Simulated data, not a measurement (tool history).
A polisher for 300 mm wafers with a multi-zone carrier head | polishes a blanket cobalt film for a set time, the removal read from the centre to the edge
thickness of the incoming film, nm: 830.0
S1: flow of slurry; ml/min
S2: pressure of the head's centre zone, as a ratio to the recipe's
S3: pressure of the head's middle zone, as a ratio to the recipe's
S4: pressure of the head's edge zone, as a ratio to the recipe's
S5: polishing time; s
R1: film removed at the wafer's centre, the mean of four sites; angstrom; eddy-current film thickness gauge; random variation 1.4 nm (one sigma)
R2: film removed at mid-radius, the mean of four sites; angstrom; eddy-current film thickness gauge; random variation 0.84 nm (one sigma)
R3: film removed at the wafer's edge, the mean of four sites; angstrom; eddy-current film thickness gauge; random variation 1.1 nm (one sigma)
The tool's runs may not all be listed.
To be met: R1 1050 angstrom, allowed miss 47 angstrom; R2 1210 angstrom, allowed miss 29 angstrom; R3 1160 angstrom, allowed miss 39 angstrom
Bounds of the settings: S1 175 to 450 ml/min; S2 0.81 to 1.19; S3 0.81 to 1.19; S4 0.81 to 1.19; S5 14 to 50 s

run,hour,S1,S2,S3,S4,S5,R1,R2,R3
1,0,290,1,1,1,32,1387,1408.2,1399.7
2,3.4,290,0.92,1,1,32,1292.5,1409.8,1399.9
3,6.5,290,1,1,1,32,1411.6,1391.3,1385.6
4,15,290,1,1,1.07,32,1412.3,1415.6,1452.6
5,23.1,285,0.98,1,1.04,31,1326.2,1373.7,1366.9
6,31.6,285,0.98,1,1.04,27,1169.1,1183.2,1172.2
7,35.8,285,0.96,1,1.04,27,1143.3,1196.7,1199.2
8,42.3,270,0.9,1.03,0.97,26,1016.7,1162.2,1089.3
9,45,275,0.9,1.03,0.98,26,1021.5,1167.4,1085.2
10,53.1,280,0.9,1.03,0.99,26,1018.1,1173.2,1106.7
11,55.7,285,0.9,1.03,1,26,1027.3,1189,1100.7
12,56.5,285,0.9,1.03,1.01,26,1043.5,1178.7,1113.1
13,60.3,285,0.9,1.03,1.02,26,1025.1,1190,1112.7
14,67.7,285,0.9,1.03,1.03,26,1063.2,1185.3,1136.2
15,72.9,285,0.89,1.03,1.03,26,1000.8,1187.7,1129.5
16,76.5,290,0.89,1.03,1.03,26,1023.2,1178.4,1124.6
17,83.3,290,0.89,1.03,1.04,26,1012.4,1188.4,1139.5

5 next moves are on the table. One of them brings every result within its allowed miss. Which?
A,90.1,315,0.92,0.96,0.92,26,?,?,?
B,90.1,230,0.86,1.11,1.08,25,?,?,?
C,90.1,270,0.85,1.05,0.96,26,?,?,?
D,90.1,240,0.95,1.06,1.05,25,?,?,?
E,90.1,220,0.89,1.04,1.04,27,?,?,?

move,R1,R2,R3
A,1078.5,1120.4,1075.6
B,948.1,1185.5,1092.1
C,991.28,1193.4,1085.2
D,1040.9,1143.9,1080.9
E,1050.3,1205.8,1154.9
A: brings the result that was furthest off to its target, and leaves another outside
B: further off than the last run
C: further off than the last run
D: brings the result that was furthest off to its target, and leaves another outside
E: meets every target
Move E is the one to make.
